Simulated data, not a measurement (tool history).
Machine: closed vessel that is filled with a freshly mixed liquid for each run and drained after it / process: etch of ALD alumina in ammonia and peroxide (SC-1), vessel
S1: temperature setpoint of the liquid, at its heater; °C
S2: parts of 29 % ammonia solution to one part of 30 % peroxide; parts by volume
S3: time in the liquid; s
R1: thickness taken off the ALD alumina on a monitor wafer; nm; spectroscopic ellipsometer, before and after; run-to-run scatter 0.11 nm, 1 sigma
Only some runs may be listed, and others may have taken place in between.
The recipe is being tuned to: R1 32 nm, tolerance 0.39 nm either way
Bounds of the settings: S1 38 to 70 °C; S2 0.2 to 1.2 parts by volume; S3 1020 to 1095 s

Run 1, hour 0: S1 54 °C, S2 0.9 parts by volume, S3 1020 s. Result: R1 51.556 nm.
Run 2, hour 7.8: S1 54 °C, S2 0.9 parts by volume, S3 1020 s. Result: R1 51.597 nm.
Run 3, hour 13.3: S1 51.5 °C, S2 0.9 parts by volume, S3 1020 s. Result: R1 45.122 nm.
Run 4, hour 19.7: S1 49.5 °C, S2 0.9 parts by volume, S3 1020 s. Result: R1 40.545 nm.
Run 5, hour 25.7: S1 48 °C, S2 0.9 parts by volume, S3 1020 s. Result: R1 37.432 nm.
Run 6, hour 28.6: S1 48 °C, S2 0.9 parts by volume, S3 1020 s. Result: R1 37.044 nm.
Run 7, hour 36.8: S1 47 °C, S2 0.9 parts by volume, S3 1020 s. Result: R1 34.943 nm.
Run 8, hour 41: S1 46.5 °C, S2 0.9 parts by volume, S3 1020 s. Result: R1 34.371 nm.
Run 9, hour 42.5: S1 46 °C, S2 0.9 parts by volume, S3 1020 s. Result: R1 33.258 nm.

Exactly one of the 5 candidate moves below puts every result within its allowed miss. Which one?
Run A, hour 44: S1 44.5 °C, S2 1.2 parts by volume, S3 1075 s. Result: R1 ?.
Run B, hour 44: S1 44 °C, S2 1.15 parts by volume, S3 1095 s. Result: R1 ?.
Run C, hour 44: S1 45.5 °C, S2 0.85 parts by volume, S3 1020 s. Result: R1 ?.
Run D, hour 44: S1 45.5 °C, S2 0.9 parts by volume, S3 1040 s. Result: R1 ?.
Run E, hour 44: S1 45 °C, S2 1.1 parts by volume, S3 1090 s. Result: R1 ?.

move      R1
   A  32.941
   B  32.475
   C  32.016
   D  32.822
   E  34.082
A: closer than the last run, but not yet in spec
B: closer than the last run, but not yet in spec
C: each result inside its tolerance
D: closer than the last run, but not yet in spec
E: misses by more than the last run did
C is the move that brings every result within its allowed miss.
